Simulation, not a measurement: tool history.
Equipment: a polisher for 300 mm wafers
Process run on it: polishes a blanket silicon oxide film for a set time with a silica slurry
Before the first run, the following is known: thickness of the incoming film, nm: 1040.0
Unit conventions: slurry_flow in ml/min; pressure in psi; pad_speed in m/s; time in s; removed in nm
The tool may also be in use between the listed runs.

run    day  slurry_flow  pressure  pad_speed  slurry_solids  time  removed
  1  0.000          220       2.8       1.34           1.00    88   210.56
  2  0.196          220       2.8       1.34           1.15    88   221.78
  3  0.367          220       2.8       1.34           1.30    88   231.54
  4  0.633          220       2.5       1.32           1.30    88   212.98
  5  0.767          200       2.5       1.32           1.30    88   211.45
  6  0.796          200       2.3       1.26           1.30    88   189.28

Forecast run 7:
  7  0.946          200       2.1       1.24           1.30    88        ?

{"run 7": {"removed": 175.56}}

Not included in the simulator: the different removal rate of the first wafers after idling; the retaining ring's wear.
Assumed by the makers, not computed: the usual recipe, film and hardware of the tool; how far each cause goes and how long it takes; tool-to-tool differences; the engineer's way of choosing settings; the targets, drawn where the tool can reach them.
